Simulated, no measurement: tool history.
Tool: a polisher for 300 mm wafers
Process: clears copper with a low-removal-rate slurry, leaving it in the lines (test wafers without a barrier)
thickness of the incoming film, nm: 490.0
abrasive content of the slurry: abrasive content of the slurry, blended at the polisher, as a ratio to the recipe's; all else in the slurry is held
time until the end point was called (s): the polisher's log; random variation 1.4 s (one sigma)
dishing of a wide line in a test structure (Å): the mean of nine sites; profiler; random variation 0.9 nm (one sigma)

run  hour  flow of slurry (ml/min)  pressure of the wafer on the pad (kPa)  speed of the pad under the wafer (cm/s)  abrasive content of the slurry  overpolish time after the end point (s)  time until the end point was called (s)  dishing of a wide line in a test structure (Å)
  1   0.0                      260                                    17.2                                      122                             1.0                                       16                                  148.380                                          414.51
  2   1.2                      260                                    17.9                                      124                             1.0                                       17                                  141.870                                          450.22
  3   9.3                      260                                    17.9                                      138                             1.0                                       17                                  132.360                                          482.17
  4  15.8                      260                                    18.6                                      138                             1.0                                       18                                  127.150                                          524.21
  5  23.3                      260                                    19.3                                      138                             1.0                                       19                                  125.500                                          555.49
  6  26.6                      260                                    20.0                                      140                             1.0                                       20                                  118.510                                          612.95

Run 7 comes next. What will it give?
  7  34.7                      250                                    24.1                                      140                             1.0                                       25                                        ?                                               ?

{"run 7": {"time until the end point was called (s)": 97.524, "dishing of a wide line in a test structure (Å)": 837.67}}
